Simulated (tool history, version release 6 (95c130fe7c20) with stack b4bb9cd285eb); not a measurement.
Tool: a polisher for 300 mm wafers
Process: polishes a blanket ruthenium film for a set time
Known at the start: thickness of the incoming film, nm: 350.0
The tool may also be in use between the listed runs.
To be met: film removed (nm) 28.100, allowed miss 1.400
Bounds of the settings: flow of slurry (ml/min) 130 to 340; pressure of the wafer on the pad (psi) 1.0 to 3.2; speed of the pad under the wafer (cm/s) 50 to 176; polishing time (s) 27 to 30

run	hour	flow of slurry (ml/min)	pressure of the wafer on the pad (psi)	speed of the pad under the wafer (cm/s)	polishing time (s)	film removed (nm)
1	0.0	220	2.1	112	30	48.209
2	3.1	220	1.9	110	30	43.508
3	7.6	220	1.5	110	30	34.015
4	13.7	220	1.8	110	30	40.575
5	20.6	220	1.7	110	30	39.023
6	27.5	220	1.6	110	30	36.261
7	35.2	220	1.5	110	30	33.918
8	43.0	220	1.4	110	30	31.732
9	51.4	220	1.3	110	30	29.975

4 next moves are on the table. One of them brings every result within its allowed miss. Which?
A	59.8	210	1.5	92	29	?
B	59.8	230	1.1	110	28	?
C	59.8	230	1.1	132	30	?
D	59.8	250	1.4	110	29	?

move	film removed (nm)
A	28.060
B	24.437
C	31.259
D	31.728
A: meets every target
B: takes the result that was furthest off past its target
C: further off than the last run
D: further off than the last run
The right move is A.

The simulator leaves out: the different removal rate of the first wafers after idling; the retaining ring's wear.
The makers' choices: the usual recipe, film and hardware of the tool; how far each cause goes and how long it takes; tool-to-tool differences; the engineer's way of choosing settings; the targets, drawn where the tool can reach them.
